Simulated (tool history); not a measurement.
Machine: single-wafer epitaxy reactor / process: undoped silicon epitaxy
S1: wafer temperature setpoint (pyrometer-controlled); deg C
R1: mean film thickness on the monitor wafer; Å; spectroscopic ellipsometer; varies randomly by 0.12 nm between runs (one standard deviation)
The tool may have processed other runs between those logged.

Run 1, hour 0: S1 630 deg C, deposition time (s) 575. Result: R1 589.96 Å.
Run 2, hour 3.2: S1 639 deg C, deposition time (s) 575. Result: R1 742.38 Å.
Run 3, hour 11.5: S1 649 deg C, deposition time (s) 575. Result: R1 952.94 Å.
Run 4, hour 20.5: S1 643 deg C, deposition time (s) 575. Result: R1 826.32 Å.
Run 5, hour 25.5: S1 633 deg C, deposition time (s) 574. Result: R1 638.98 Å.
Run 6, hour 33.1: S1 626 deg C, deposition time (s) 573. Result: R1 527.07 Å.

Predict the results of run 7:
Run 7, hour 36.2: S1 622 deg C, deposition time (s) 572. Result: R1 ?.

Logged for run 7: R1 477.33 Å.
